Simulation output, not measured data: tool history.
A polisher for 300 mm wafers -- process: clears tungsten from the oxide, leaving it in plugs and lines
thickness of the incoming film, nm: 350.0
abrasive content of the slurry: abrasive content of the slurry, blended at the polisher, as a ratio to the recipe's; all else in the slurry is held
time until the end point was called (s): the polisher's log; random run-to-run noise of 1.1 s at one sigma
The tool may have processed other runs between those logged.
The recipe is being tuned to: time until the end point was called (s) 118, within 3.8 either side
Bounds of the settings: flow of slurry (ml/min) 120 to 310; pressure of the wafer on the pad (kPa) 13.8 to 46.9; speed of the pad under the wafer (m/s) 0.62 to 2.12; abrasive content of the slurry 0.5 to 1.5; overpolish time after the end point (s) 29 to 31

| run | hour | flow of slurry (ml/min) | pressure of the wafer on the pad (kPa) | speed of the pad under the wafer (m/s) | abrasive content of the slurry | overpolish time after the end point (s) | time until the end point was called (s) |
|---|---|---|---|---|---|---|---|
| 1 | 0 | 200 | 30.3 | 1.36 | 1 | 29 | 52.531 |
| 2 | 0.9 | 200 | 30.3 | 1.36 | 1 | 31 | 52.008 |
| 3 | 2.7 | 200 | 30.3 | 1.36 | 1 | 29 | 53.071 |
| 4 | 4.8 | 200 | 30.3 | 1.36 | 0.9 | 29 | 53.195 |
| 5 | 9.2 | 200 | 30.3 | 1.36 | 0.9 | 29 | 52.908 |
| 6 | 15 | 195 | 25.5 | 1.26 | 0.9 | 29 | 68.622 |
| 7 | 17.4 | 190 | 22.1 | 1.22 | 0.9 | 29 | 81.249 |
| 8 | 23.3 | 185 | 19.3 | 1.2 | 0.9 | 29 | 94.214 |

Pick the move, out of 4, that brings all results within their allowed miss; only one does.
| A | 29.2 | 165 | 21.4 | 1.28 | 0.9 | 29 | ? |
| B | 29.2 | 180 | 22.1 | 1.28 | 0.95 | 31 | ? |
| C | 29.2 | 165 | 13.8 | 1.36 | 0.85 | 29 | ? |
| D | 29.2 | 160 | 24.1 | 1.44 | 0.85 | 29 | ? |

| move | time until the end point was called (s) |
|---|---|
| A | 80.918 |
| B | 76.868 |
| C | 116.7 |
| D | 65.138 |
A: its largest miss is bigger than the last run's
B: its largest miss is bigger than the last run's
C: in spec on every target
D: its largest miss is bigger than the last run's
Move C is the one to make.
